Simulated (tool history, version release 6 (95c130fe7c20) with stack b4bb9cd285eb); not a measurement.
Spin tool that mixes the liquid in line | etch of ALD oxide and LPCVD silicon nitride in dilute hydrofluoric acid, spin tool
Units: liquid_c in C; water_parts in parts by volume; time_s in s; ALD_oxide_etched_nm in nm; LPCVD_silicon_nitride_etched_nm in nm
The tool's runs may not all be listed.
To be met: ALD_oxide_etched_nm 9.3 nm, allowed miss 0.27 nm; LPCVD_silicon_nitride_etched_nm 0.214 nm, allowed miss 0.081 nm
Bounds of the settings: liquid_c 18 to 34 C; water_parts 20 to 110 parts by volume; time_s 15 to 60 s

run,day,liquid_c,water_parts,time_s,ALD_oxide_etched_nm,LPCVD_silicon_nitride_etched_nm
1,0,26,60,30,11.688,0.29049
2,0.338,26,60,35,13.653,0.25499
3,0.375,26,60,40,15.588,0.35781
4,0.492,25,60,40,14.869,0.27323
5,0.579,25,65,40,13.678,0.2686
6,0.692,24.5,65,40,13.381,0.30892
7,0.858,23.5,65,40,12.879,0.24344
8,1.038,23.5,85,40,9.6307,0.21153

Which of these 5 next moves meets every target?
A,1.217,22,85,45,?,?
B,1.217,22.5,80,40,?,?
C,1.217,26,95,40,?,?
D,1.217,29.5,90,35,?,?
E,1.217,31,70,25,?,?

move,ALD_oxide_etched_nm,LPCVD_silicon_nitride_etched_nm
A,10.115,0.18203
B,9.8094,0.1776
C,9.3205,0.18894
D,9.9181,0.21841
E,9.9318,0.22063
A: further off than the last run
B: further off than the last run
C: meets every target
D: further off than the last run
E: further off than the last run
Answer: C
